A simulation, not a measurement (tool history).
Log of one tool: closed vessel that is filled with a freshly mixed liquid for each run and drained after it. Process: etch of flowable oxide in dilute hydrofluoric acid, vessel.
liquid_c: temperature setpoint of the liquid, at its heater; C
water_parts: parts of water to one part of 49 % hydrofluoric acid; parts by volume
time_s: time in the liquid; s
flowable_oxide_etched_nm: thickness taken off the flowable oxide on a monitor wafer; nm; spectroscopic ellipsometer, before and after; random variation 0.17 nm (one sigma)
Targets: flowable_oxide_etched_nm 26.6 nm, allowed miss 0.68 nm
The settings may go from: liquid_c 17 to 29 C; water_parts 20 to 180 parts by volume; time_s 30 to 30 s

| run | hour | liquid_c | water_parts | time_s | flowable_oxide_etched_nm |
|---|---|---|---|---|---|
| 1 | 0 | 21 | 100 | 30 | 15.818 |
| 2 | 6.1 | 18.5 | 100 | 30 | 14.231 |
| 3 | 10.6 | 18.5 | 100 | 30 | 14.366 |
| 4 | 15.3 | 18.5 | 100 | 30 | 14.257 |
| 5 | 18.1 | 18.5 | 100 | 30 | 14.511 |
| 6 | 21.5 | 20.5 | 95 | 30 | 16.48 |
| 7 | 28.6 | 22 | 90 | 30 | 18.617 |
| 8 | 37.6 | 26 | 80 | 30 | 24.622 |
| 9 | 46.6 | 26.5 | 80 | 30 | 25.492 |
| 10 | 50.9 | 27 | 80 | 30 | 25.565 |

Which of these 4 next moves meets every target?
| A | 55.2 | 28 | 80 | 30 | ? |
| B | 55.2 | 23.5 | 65 | 30 | ? |
| C | 55.2 | 24.5 | 75 | 30 | ? |
| D | 55.2 | 26 | 80 | 30 | ? |

| move | flowable_oxide_etched_nm |
|---|---|
| A | 26.801 |
| B | 28.131 |
| C | 25.063 |
| D | 24.781 |
A: meets every target
B: takes the result that was furthest off past its target
C: further off than the last run
D: further off than the last run
The right move is A.
